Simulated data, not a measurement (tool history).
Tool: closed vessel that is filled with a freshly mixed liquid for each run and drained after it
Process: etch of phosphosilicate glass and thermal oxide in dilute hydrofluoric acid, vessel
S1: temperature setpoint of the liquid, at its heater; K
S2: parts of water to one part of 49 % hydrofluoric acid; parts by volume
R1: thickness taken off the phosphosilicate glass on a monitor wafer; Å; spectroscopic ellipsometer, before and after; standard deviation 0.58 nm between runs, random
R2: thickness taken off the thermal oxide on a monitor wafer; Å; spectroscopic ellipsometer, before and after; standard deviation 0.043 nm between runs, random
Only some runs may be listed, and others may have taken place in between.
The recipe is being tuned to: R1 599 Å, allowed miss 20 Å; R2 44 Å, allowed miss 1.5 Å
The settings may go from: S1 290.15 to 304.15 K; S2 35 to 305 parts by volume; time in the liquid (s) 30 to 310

{"run": 1, "hour": 0.0, "S1": 296.15, "S2": 170, "time in the liquid (s)": 160, "R1": 511.3, "R2": 37.439}
{"run": 2, "hour": 5.0, "S1": 297.65, "S2": 170, "time in the liquid (s)": 160, "R1": 537.9, "R2": 39.689}
{"run": 3, "hour": 9.0, "S1": 297.65, "S2": 170, "time in the liquid (s)": 120, "R1": 406.88, "R2": 29.733}
{"run": 4, "hour": 13.4, "S1": 297.65, "S2": 170, "time in the liquid (s)": 65, "R1": 220.37, "R2": 15.804}
{"run": 5, "hour": 15.6, "S1": 299.65, "S2": 135, "time in the liquid (s)": 65, "R1": 310.46, "R2": 22.689}
{"run": 6, "hour": 22.1, "S1": 299.65, "S2": 165, "time in the liquid (s)": 65, "R1": 241.37, "R2": 17.764}
{"run": 7, "hour": 25.2, "S1": 300.15, "S2": 130, "time in the liquid (s)": 65, "R1": 324.7, "R2": 23.849}
{"run": 8, "hour": 34.2, "S1": 300.65, "S2": 105, "time in the liquid (s)": 65, "R1": 426.64, "R2": 31.074}
{"run": 9, "hour": 35.8, "S1": 301.65, "S2": 95, "time in the liquid (s)": 65, "R1": 500.97, "R2": 36.562}
{"run": 10, "hour": 37.1, "S1": 302.65, "S2": 90, "time in the liquid (s)": 65, "R1": 553.24, "R2": 41.338}

5 next moves are on the table. One of them brings every result within its allowed miss. Which?
{"run": "A", "hour": 38.4, "S1": 304.15, "S2": 105, "time in the liquid (s)": 80, "R1": "?", "R2": "?"}
{"run": "B", "hour": 38.4, "S1": 302.15, "S2": 100, "time in the liquid (s)": 70, "R1": "?", "R2": "?"}
{"run": "C", "hour": 38.4, "S1": 303.15, "S2": 105, "time in the liquid (s)": 90, "R1": "?", "R2": "?"}
{"run": "D", "hour": 38.4, "S1": 301.65, "S2": 105, "time in the liquid (s)": 75, "R1": "?", "R2": "?"}
{"run": "E", "hour": 38.4, "S1": 304.15, "S2": 95, "time in the liquid (s)": 75, "R1": "?", "R2": "?"}

move=A R1=599.42 R2=43.48
move=B R1=514.62 R2=37.329
move=C R1=649.75 R2=47.131
move=D R1=511.77 R2=37.122
move=E R1=630.16 R2=45.709
A: meets every target
B: lands further from the targets than the last run did
C: takes the biggest miss from the last run beyond its target
D: lands further from the targets than the last run did
E: takes the biggest miss from the last run beyond its target
Go with A: it meets all targets.

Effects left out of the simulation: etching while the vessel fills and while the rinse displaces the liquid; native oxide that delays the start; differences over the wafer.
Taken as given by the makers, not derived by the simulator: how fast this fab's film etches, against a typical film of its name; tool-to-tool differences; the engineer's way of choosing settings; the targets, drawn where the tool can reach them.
